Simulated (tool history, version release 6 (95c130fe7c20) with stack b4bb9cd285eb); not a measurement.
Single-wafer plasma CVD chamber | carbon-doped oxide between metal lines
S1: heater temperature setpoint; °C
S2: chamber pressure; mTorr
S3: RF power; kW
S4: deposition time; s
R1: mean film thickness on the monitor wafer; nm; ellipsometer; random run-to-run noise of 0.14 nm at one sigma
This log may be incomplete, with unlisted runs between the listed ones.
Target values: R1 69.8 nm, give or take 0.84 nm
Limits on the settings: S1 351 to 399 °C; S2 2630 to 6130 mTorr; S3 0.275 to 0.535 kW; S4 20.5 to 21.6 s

run 1 hour=0 | S1=375 S2=4380 S3=0.405 S4=21.6 | R1=82.962
run 2 hour=3.8 | S1=377 S2=4120 S3=0.395 S4=21.6 | R1=80.765
run 3 hour=12.2 | S1=377 S2=4120 S3=0.395 S4=20.5 | R1=76.672
run 4 hour=17.8 | S1=377 S2=3400 S3=0.395 S4=20.5 | R1=75.431
run 5 hour=23.5 | S1=379 S2=3270 S3=0.395 S4=20.5 | R1=74.507
run 6 hour=29.3 | S1=381 S2=3160 S3=0.395 S4=20.5 | R1=73.98
run 7 hour=35.4 | S1=383 S2=3070 S3=0.395 S4=20.5 | R1=73.507
run 8 hour=36 | S1=384 S2=3000 S3=0.395 S4=20.5 | R1=73.123
run 9 hour=40.7 | S1=385 S2=2940 S3=0.395 S4=20.5 | R1=72.981
run 10 hour=45.1 | S1=386 S2=2890 S3=0.395 S4=20.5 | R1=72.818

Pick the move, out of 5, that brings all results within their allowed miss; only one does.
run A hour=49.5 | S1=386 S2=2850 S3=0.385 S4=20.6 | R1=?
run B hour=49.5 | S1=399 S2=2630 S3=0.36 S4=21 | R1=?
run C hour=49.5 | S1=387 S2=3050 S3=0.34 S4=21.2 | R1=?
run D hour=49.5 | S1=387 S2=3070 S3=0.39 S4=20.5 | R1=?
run E hour=49.5 | S1=383 S2=2630 S3=0.375 S4=20.5 | R1=?

move=A R1=71.827
move=B R1=67.587
move=C R1=67.42
move=D R1=72.446
move=E R1=70.204
A: closer than the last run, but not yet in spec
B: pushes the last run's worst result past its target
C: pushes the last run's worst result past its target
D: closer than the last run, but not yet in spec
E: meets every target
The move that meets every target is E.
